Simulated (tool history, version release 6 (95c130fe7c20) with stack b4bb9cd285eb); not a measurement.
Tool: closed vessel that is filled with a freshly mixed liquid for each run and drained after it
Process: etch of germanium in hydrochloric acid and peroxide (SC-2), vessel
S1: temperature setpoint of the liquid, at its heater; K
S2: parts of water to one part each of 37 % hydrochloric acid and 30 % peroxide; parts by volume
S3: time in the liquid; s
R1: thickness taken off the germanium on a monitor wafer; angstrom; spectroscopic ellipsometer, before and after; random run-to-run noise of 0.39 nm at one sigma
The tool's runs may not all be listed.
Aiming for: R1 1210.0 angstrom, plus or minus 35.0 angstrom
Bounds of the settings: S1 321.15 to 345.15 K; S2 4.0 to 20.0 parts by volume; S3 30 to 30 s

Run 1, hour 0.0: S1 337.15 K, S2 11.0 parts by volume, S3 30 s. Result: R1 1007.7 angstrom.
Run 2, hour 8.9: S1 340.15 K, S2 11.0 parts by volume, S3 30 s. Result: R1 1101.8 angstrom.
Run 3, hour 11.2: S1 340.15 K, S2 13.0 parts by volume, S3 30 s. Result: R1 1076.5 angstrom.
Run 4, hour 19.4: S1 340.65 K, S2 13.0 parts by volume, S3 30 s. Result: R1 1089.0 angstrom.
Run 5, hour 22.4: S1 340.65 K, S2 13.0 parts by volume, S3 30 s. Result: R1 1092.8 angstrom.
Run 6, hour 27.2: S1 340.65 K, S2 14.5 parts by volume, S3 30 s. Result: R1 1069.6 angstrom.
Run 7, hour 34.3: S1 341.15 K, S2 14.5 parts by volume, S3 30 s. Result: R1 1082.1 angstrom.
Run 8, hour 39.7: S1 341.65 K, S2 14.5 parts by volume, S3 30 s. Result: R1 1104.4 angstrom.
Run 9, hour 40.3: S1 342.15 K, S2 14.5 parts by volume, S3 30 s. Result: R1 1110.1 angstrom.
Run 10, hour 46.7: S1 342.65 K, S2 14.5 parts by volume, S3 30 s. Result: R1 1122.2 angstrom.

Which single option among these 4 for the next run brings every result within its allowed miss of target? Just one does.
Run A, hour 53.1: S1 342.65 K, S2 16.0 parts by volume, S3 30 s. Result: R1 ?.
Run B, hour 53.1: S1 345.15 K, S2 13.5 parts by volume, S3 30 s. Result: R1 ?.
Run C, hour 53.1: S1 338.15 K, S2 13.5 parts by volume, S3 30 s. Result: R1 ?.
Run D, hour 53.1: S1 339.65 K, S2 12.0 parts by volume, S3 30 s. Result: R1 ?.

move      R1
   A  1108.2
   B  1223.0
   C  1010.4
   D  1072.8
A: its largest miss is bigger than the last run's
B: all results land within tolerance of their targets
C: its largest miss is bigger than the last run's
D: its largest miss is bigger than the last run's
Go with B: it meets all targets.
